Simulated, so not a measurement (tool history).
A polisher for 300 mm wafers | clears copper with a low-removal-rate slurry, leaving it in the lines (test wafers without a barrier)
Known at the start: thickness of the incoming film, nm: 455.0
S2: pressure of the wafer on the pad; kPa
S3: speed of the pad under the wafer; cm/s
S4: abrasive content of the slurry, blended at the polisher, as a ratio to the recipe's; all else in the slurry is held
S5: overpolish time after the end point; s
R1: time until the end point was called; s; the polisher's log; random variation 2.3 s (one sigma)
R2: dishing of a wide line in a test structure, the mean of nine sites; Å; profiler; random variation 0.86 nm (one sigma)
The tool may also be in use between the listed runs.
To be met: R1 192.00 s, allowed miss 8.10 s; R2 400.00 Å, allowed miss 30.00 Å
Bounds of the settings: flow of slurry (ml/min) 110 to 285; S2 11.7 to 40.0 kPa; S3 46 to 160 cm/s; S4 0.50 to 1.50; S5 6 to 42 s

run 1 hour=0.0 | flow_of_slurry_(ml/min)=180 S2=25.5 S3=102 S4=1.00 S5=21 | R1=135.37 R2=489.17
run 2 hour=7.1 | flow_of_slurry_(ml/min)=175 S2=22.8 S3=102 S4=1.00 S5=22 | R1=149.78 R2=465.03
run 3 hour=8.5 | flow_of_slurry_(ml/min)=175 S2=22.8 S3=88 S4=1.00 S5=22 | R1=168.80 R2=415.33
run 4 hour=16.7 | flow_of_slurry_(ml/min)=175 S2=21.4 S3=88 S4=1.00 S5=23 | R1=178.31 R2=402.61
run 5 hour=21.8 | flow_of_slurry_(ml/min)=175 S2=20.7 S3=88 S4=1.00 S5=24 | R1=183.10 R2=432.19
run 6 hour=23.2 | flow_of_slurry_(ml/min)=175 S2=20.7 S3=88 S4=1.20 S5=24 | R1=176.10 R2=427.67
run 7 hour=29.2 | flow_of_slurry_(ml/min)=175 S2=20.0 S3=88 S4=1.20 S5=24 | R1=179.24 R2=431.15
run 8 hour=31.9 | flow_of_slurry_(ml/min)=175 S2=19.3 S3=88 S4=1.20 S5=24 | R1=186.57 R2=443.02
run 9 hour=40.8 | flow_of_slurry_(ml/min)=175 S2=19.3 S3=88 S4=1.20 S5=23 | R1=184.01 R2=417.11

Which of these 4 next moves meets every target?
run A hour=49.7 | flow_of_slurry_(ml/min)=175 S2=19.3 S3=90 S4=1.25 S5=23 | R1=? R2=?
run B hour=49.7 | flow_of_slurry_(ml/min)=195 S2=17.9 S3=92 S4=1.20 S5=26 | R1=? R2=?
run C hour=49.7 | flow_of_slurry_(ml/min)=170 S2=20.0 S3=92 S4=1.20 S5=24 | R1=? R2=?
run D hour=49.7 | flow_of_slurry_(ml/min)=115 S2=22.8 S3=80 S4=1.40 S5=24 | R1=? R2=?

move=A R1=175.89 R2=415.70
move=B R1=178.67 R2=455.00
move=C R1=171.17 R2=442.24
move=D R1=189.22 R2=406.70
A: further off than the last run
B: further off than the last run
C: further off than the last run
D: meets every target
Move D is the one to make.
